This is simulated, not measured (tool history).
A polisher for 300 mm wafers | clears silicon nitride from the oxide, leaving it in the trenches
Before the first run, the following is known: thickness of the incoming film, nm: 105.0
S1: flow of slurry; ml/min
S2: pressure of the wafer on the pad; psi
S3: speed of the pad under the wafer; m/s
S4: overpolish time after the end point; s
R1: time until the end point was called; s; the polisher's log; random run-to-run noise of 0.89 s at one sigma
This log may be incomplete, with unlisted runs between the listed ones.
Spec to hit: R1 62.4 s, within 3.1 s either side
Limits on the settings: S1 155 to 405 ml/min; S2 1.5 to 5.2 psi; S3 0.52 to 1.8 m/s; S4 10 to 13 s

Run 1, hour 0: S1 260 ml/min, S2 3.3 psi, S3 1.16 m/s, S4 13 s. Result: R1 108.63 s.
Run 2, hour 4.7: S1 260 ml/min, S2 3.3 psi, S3 0.88 m/s, S4 13 s. Result: R1 125.74 s.
Run 3, hour 13.4: S1 260 ml/min, S2 3.3 psi, S3 0.88 m/s, S4 13 s. Result: R1 124.27 s.
Run 4, hour 15.2: S1 260 ml/min, S2 3.8 psi, S3 0.94 m/s, S4 13 s. Result: R1 108.19 s.
Run 5, hour 16.4: S1 260 ml/min, S2 4.6 psi, S3 0.94 m/s, S4 13 s. Result: R1 90.811 s.
Run 6, hour 20.3: S1 265 ml/min, S2 4.8 psi, S3 1.04 m/s, S4 13 s. Result: R1 80.959 s.
Run 7, hour 29.1: S1 265 ml/min, S2 4.9 psi, S3 1.1 m/s, S4 13 s. Result: R1 76.744 s.
Run 8, hour 33.4: S1 265 ml/min, S2 5 psi, S3 1.16 m/s, S4 13 s. Result: R1 73.771 s.
Run 9, hour 34.9: S1 265 ml/min, S2 5.1 psi, S3 1.22 m/s, S4 13 s. Result: R1 68.994 s.
Run 10, hour 43.1: S1 265 ml/min, S2 5.1 psi, S3 1.22 m/s, S4 13 s. Result: R1 69.761 s.
Run 11, hour 51.9: S1 265 ml/min, S2 5.1 psi, S3 1.26 m/s, S4 13 s. Result: R1 68.847 s.
Run 12, hour 53: S1 265 ml/min, S2 5.1 psi, S3 1.3 m/s, S4 13 s. Result: R1 66.193 s.
Run 13, hour 53.7: S1 265 ml/min, S2 5.1 psi, S3 1.32 m/s, S4 13 s. Result: R1 66.416 s.

5 next moves are on the table. One of them brings every result within its allowed miss. Which?
Run A, hour 54.4: S1 275 ml/min, S2 5.2 psi, S3 1.56 m/s, S4 13 s. Result: R1 ?.
Run B, hour 54.4: S1 245 ml/min, S2 5.1 psi, S3 1.22 m/s, S4 13 s. Result: R1 ?.
Run C, hour 54.4: S1 195 ml/min, S2 5 psi, S3 1.24 m/s, S4 13 s. Result: R1 ?.
Run D, hour 54.4: S1 185 ml/min, S2 4.2 psi, S3 1.56 m/s, S4 10 s. Result: R1 ?.
Run E, hour 54.4: S1 295 ml/min, S2 5.2 psi, S3 1.34 m/s, S4 10 s. Result: R1 ?.

move      R1
   A  56.981
   B  68.806
   C  71.617
   D   73.15
   E  62.464
A: the result that was furthest off in the last run now lies on the other side of its target
B: its largest miss is bigger than the last run's
C: its largest miss is bigger than the last run's
D: its largest miss is bigger than the last run's
E: every result lands within tolerance
The right move is E.

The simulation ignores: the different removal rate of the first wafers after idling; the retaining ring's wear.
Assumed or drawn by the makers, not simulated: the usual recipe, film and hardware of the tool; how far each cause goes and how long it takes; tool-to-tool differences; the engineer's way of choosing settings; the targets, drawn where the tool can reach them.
